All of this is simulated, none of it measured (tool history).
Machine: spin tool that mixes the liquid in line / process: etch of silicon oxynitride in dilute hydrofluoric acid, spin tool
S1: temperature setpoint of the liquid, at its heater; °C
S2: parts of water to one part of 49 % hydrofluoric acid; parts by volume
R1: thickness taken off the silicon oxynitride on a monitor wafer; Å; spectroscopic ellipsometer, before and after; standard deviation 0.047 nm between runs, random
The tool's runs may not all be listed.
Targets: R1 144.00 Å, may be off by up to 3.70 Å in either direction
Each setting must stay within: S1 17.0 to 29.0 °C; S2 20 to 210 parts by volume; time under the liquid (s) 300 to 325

{"run": 1, "day": 0.0, "S1": 21.0, "S2": 115, "time under the liquid (s)": 300, "R1": 118.24}
{"run": 2, "day": 0.296, "S1": 21.0, "S2": 145, "time under the liquid (s)": 300, "R1": 91.56}
{"run": 3, "day": 0.571, "S1": 23.0, "S2": 145, "time under the liquid (s)": 300, "R1": 101.34}
{"run": 4, "day": 0.858, "S1": 23.0, "S2": 145, "time under the liquid (s)": 325, "R1": 109.25}
{"run": 5, "day": 1.096, "S1": 23.0, "S2": 145, "time under the liquid (s)": 325, "R1": 109.55}
{"run": 6, "day": 1.45, "S1": 23.0, "S2": 145, "time under the liquid (s)": 325, "R1": 109.71}
{"run": 7, "day": 1.496, "S1": 24.0, "S2": 145, "time under the liquid (s)": 325, "R1": 114.89}
{"run": 8, "day": 1.812, "S1": 25.0, "S2": 145, "time under the liquid (s)": 325, "R1": 120.11}
{"run": 9, "day": 1.988, "S1": 25.5, "S2": 145, "time under the liquid (s)": 325, "R1": 123.22}
{"run": 10, "day": 2.033, "S1": 25.5, "S2": 145, "time under the liquid (s)": 325, "R1": 123.28}
{"run": 11, "day": 2.383, "S1": 26.0, "S2": 145, "time under the liquid (s)": 325, "R1": 126.26}
{"run": 12, "day": 2.567, "S1": 26.5, "S2": 145, "time under the liquid (s)": 325, "R1": 129.17}
{"run": 13, "day": 2.933, "S1": 27.0, "S2": 145, "time under the liquid (s)": 325, "R1": 131.55}
{"run": 14, "day": 2.988, "S1": 27.5, "S2": 145, "time under the liquid (s)": 325, "R1": 134.47}
{"run": 15, "day": 3.146, "S1": 28.0, "S2": 145, "time under the liquid (s)": 325, "R1": 137.19}

Below are 5 possible settings for the next run. Only one of them brings all results inside the allowed miss of their targets. Which is it?
{"run": "A", "day": 3.304, "S1": 23.5, "S2": 125, "time under the liquid (s)": 325, "R1": "?"}
{"run": "B", "day": 3.304, "S1": 28.5, "S2": 150, "time under the liquid (s)": 325, "R1": "?"}
{"run": "C", "day": 3.304, "S1": 27.0, "S2": 140, "time under the liquid (s)": 315, "R1": "?"}
{"run": "D", "day": 3.304, "S1": 24.5, "S2": 120, "time under the liquid (s)": 300, "R1": "?"}
{"run": "E", "day": 3.304, "S1": 29.0, "S2": 135, "time under the liquid (s)": 300, "R1": "?"}

move=A R1=131.88
move=B R1=134.94
move=C R1=132.29
move=D R1=133.40
move=E R1=143.47
A: lands further from the targets than the last run did
B: lands further from the targets than the last run did
C: lands further from the targets than the last run did
D: lands further from the targets than the last run did
E: meets every target
E meets every target.
